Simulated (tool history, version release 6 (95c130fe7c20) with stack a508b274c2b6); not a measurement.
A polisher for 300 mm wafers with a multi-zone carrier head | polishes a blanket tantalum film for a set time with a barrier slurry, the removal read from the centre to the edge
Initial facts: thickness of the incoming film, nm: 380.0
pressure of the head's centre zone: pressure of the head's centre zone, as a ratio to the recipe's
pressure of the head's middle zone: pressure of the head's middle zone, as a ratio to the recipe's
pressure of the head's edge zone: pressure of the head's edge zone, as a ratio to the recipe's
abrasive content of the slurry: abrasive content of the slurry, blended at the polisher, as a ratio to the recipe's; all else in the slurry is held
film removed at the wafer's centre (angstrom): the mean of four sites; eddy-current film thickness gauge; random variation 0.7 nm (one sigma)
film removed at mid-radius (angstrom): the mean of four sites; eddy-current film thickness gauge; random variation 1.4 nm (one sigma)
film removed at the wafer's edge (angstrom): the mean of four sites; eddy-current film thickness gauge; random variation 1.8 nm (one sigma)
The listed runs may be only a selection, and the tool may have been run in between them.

run,hour,flow of slurry (ml/min),pressure of the head's centre zone,pressure of the head's middle zone,pressure of the head's edge zone,abrasive content of the slurry,polishing time (s),film removed at the wafer's centre (angstrom),film removed at mid-radius (angstrom),film removed at the wafer's edge (angstrom)
1,0,190,1,1,1,1,77,790.89,844.22,841.94
2,2.3,190,1,1,0.92,1,77,794.22,839.51,813.6
3,4.7,190,1,1,0.97,1.1,81,849.06,860.66,892.6
4,11.9,190,1.08,1,0.97,1.1,81,916.66,889.07,910.05
5,12.7,195,1.07,1.03,1.01,1.2,84,966.46,947.34,970.37
# hour 20.3: slurry nozzle cleaned
6,20.3,190,1.06,1.05,1.04,1.25,87,1092.8,1106.4,1077.4
7,27.1,195,1.03,1.04,1.07,1.3,88,1097.5,1136.2,1125.2
8,30.6,195,1.01,1.02,1.09,1.35,88,1074.7,1113.7,1183.5
9,33.4,200,1.01,1.02,1.11,1.35,88,1076.6,1109.8,1175.6
10,41.4,200,1.01,1.02,1.12,1.4,88,1092.8,1105.9,1154
11,48.9,190,1,1.02,1.13,1.4,89,1080.5,1133,1190.5
12,51.9,200,0.99,1.02,1.14,1.4,89,1087.8,1146.8,1210.6
13,55,205,0.99,1.02,1.15,1.4,89,1080.5,1126.4,1166.2
14,58,190,1,1.03,1.14,1.4,89,1078.6,1124.1,1186.9

Run 15, settings as shown, results not yet in. Your forecast:
15,64.2,190,0.99,1.03,1.14,1.4,90,?,?,?

film removed at the wafer's centre (angstrom): 1073.4
film removed at mid-radius (angstrom): 1151.2
film removed at the wafer's edge (angstrom): 1220.1

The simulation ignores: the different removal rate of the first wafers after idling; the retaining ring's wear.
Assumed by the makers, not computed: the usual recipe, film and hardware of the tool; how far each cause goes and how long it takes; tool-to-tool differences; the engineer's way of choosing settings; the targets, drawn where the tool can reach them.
